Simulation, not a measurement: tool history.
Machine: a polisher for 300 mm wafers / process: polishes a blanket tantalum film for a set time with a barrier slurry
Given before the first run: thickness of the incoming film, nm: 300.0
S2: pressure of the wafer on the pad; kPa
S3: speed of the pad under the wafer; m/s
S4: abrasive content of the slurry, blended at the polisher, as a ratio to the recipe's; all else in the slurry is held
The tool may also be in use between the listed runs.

run 1 day=0 | flow_of_slurry_(ml/min)=170 S2=13.1 S3=0.94 S4=1 polishing_time_(s)=44 | film_removed_(angstrom)=672.05
run 2 day=0.221 | flow_of_slurry_(ml/min)=170 S2=13.1 S3=0.94 S4=0.85 polishing_time_(s)=44 | film_removed_(angstrom)=626.87
run 3 day=0.404 | flow_of_slurry_(ml/min)=170 S2=13.1 S3=0.84 S4=0.85 polishing_time_(s)=44 | film_removed_(angstrom)=567.58
run 4 day=0.754 | flow_of_slurry_(ml/min)=170 S2=13.8 S3=0.84 S4=0.85 polishing_time_(s)=44 | film_removed_(angstrom)=618.05
run 5 day=1.062 | flow_of_slurry_(ml/min)=175 S2=15.9 S3=0.84 S4=0.85 polishing_time_(s)=44 | film_removed_(angstrom)=694.01
run 6 day=1.25 | flow_of_slurry_(ml/min)=175 S2=14.5 S3=0.84 S4=0.85 polishing_time_(s)=44 | film_removed_(angstrom)=636.33

Predict the results of run 7:
run 7 day=1.538 | flow_of_slurry_(ml/min)=175 S2=15.2 S3=0.84 S4=0.85 polishing_time_(s)=44 | film_removed_(angstrom)=?

Run 7 gave film removed (angstrom) 669.08.
